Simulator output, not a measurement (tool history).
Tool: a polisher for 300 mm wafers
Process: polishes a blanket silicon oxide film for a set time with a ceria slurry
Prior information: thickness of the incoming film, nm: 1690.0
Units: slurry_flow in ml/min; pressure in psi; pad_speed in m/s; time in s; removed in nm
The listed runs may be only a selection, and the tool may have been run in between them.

run    day  slurry_flow  pressure  pad_speed  time  removed
  1  0.000          310       2.5       1.06    78   294.04
  2  0.254          310       2.5       1.06    82   314.35
  3  0.392          310       2.5       1.20    82   342.29
  4  0.496          250       2.5       1.20    82   340.37
  5  0.692          250       2.5       1.46    82   417.08
  6  0.879          250       2.5       1.66    82   467.05
  7  0.979          245       2.2       1.50    81   367.54
  8  1.021          245       2.0       1.38    80   306.44
  9  1.375          245       1.8       1.30    80   257.78
 10  1.712          245       1.7       1.26    80   238.06

Expected results for the next run?
 11  1.750          245       1.6       1.22    80        ?

Run 11 yielded removed 217.76 nm.

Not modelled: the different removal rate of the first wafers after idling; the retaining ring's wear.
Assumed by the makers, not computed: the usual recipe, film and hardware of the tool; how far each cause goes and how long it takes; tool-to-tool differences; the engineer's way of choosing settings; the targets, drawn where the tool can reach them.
